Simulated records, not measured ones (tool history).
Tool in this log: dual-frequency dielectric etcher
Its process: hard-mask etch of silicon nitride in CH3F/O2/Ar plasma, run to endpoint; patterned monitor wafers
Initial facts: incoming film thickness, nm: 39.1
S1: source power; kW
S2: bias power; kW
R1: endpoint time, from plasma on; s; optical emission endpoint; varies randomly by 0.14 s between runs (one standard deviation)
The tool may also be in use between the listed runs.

| run | hour | S1 | S2 | R1 |
|---|---|---|---|---|
| 1 | 0.0 | 0.470 | 0.067 | 51.963 |
| 2 | 5.7 | 0.470 | 0.063 | 53.405 |
| 3 | 12.3 | 0.470 | 0.071 | 51.012 |
| 4 | 13.2 | 0.470 | 0.079 | 49.179 |
| 5 | 16.3 | 0.480 | 0.079 | 48.946 |
| 6 | 22.7 | 0.490 | 0.079 | 48.263 |

What does the tool deliver on the next run?
| 7 | 27.5 | 0.490 | 0.079 | ? |

Run 7 gave R1 48.406 s.

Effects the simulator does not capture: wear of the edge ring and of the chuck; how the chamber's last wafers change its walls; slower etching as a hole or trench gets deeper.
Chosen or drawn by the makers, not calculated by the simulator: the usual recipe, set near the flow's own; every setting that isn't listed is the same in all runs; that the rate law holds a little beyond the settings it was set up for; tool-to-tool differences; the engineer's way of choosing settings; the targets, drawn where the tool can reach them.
